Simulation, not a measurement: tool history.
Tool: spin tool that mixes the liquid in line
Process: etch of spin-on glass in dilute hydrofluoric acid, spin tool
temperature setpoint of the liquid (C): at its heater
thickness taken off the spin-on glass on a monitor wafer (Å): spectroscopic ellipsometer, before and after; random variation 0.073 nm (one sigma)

run,hour,temperature setpoint of the liquid (C),parts of water to one part of 49 % hydrofluoric acid (parts by volume),time under the liquid (s),thickness taken off the spin-on glass on a monitor wafer (Å)
1,0,24,155,15,40.934
2,8.2,26,125,15,56.659
3,12.7,27.5,105,15,72.842
4,17.2,28.5,90,15,91.055
5,19.5,29.5,85,15,100.23
6,24.7,30,80,15,108.77
7,32.3,30.5,75,15,119.47
8,39.9,31,75,15,122.14

Forecast run 9:
9,44.9,31,75,15,?

{"run 9": {"thickness taken off the spin-on glass on a monitor wafer (Å)": 123.28}}
